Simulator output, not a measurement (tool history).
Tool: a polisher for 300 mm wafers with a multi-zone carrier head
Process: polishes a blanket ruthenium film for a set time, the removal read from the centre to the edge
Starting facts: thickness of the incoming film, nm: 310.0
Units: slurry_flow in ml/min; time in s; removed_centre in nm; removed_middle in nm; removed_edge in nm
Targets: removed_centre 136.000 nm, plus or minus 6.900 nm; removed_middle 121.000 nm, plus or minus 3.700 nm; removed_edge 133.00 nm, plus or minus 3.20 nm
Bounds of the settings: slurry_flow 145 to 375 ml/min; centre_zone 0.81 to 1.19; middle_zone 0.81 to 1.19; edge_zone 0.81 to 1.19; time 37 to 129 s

run,day,slurry_flow,centre_zone,middle_zone,edge_zone,time,removed_centre,removed_middle,removed_edge
1,0.000,240,1.00,1.00,1.00,83,95.434,95.817,93.27
2,0.308,240,1.00,1.00,1.00,99,114.130,114.610,112.60
3,0.333,240,1.00,1.00,1.00,90,103.260,104.920,101.12
4,0.454,265,1.00,1.00,1.00,90,103.530,104.490,102.93
5,0.704,245,1.00,1.00,1.00,90,106.540,104.490,102.25
6,0.983,260,1.03,1.00,1.05,93,115.720,109.430,108.63
7,1.158,275,1.02,0.99,1.09,95,112.660,110.930,113.65
8,1.508,275,1.02,0.99,1.09,95,112.770,110.020,112.31
9,1.671,285,1.03,0.98,1.11,98,118.820,115.020,118.47
10,1.862,290,1.04,0.97,1.13,100,119.760,113.290,122.85
11,1.942,295,1.06,0.98,1.14,101,122.840,119.030,124.11
12,2.050,295,1.08,0.97,1.15,102,130.960,117.210,124.70
13,2.246,300,1.08,0.97,1.16,103,133.530,118.000,129.37
14,2.279,305,1.08,0.97,1.17,103,131.380,119.160,128.98
15,2.329,310,1.08,0.97,1.18,103,135.230,120.670,129.32

Exactly one of the 4 candidate moves below puts every result within its allowed miss. Which one?
A,2.379,255,1.14,1.01,1.13,104,?,?,?
B,2.379,280,1.11,0.97,1.19,106,?,?,?
C,2.379,290,1.12,0.94,1.16,101,?,?,?
D,2.379,320,1.10,1.00,1.15,101,?,?,?

move,removed_centre,removed_middle,removed_edge
A,133.500,123.860,126.54
B,134.060,123.980,133.66
C,129.420,115.950,126.08
D,128.550,122.440,126.39
A: lands further from the targets than the last run did
B: in spec on every target
C: lands further from the targets than the last run did
D: lands further from the targets than the last run did
B meets every target.

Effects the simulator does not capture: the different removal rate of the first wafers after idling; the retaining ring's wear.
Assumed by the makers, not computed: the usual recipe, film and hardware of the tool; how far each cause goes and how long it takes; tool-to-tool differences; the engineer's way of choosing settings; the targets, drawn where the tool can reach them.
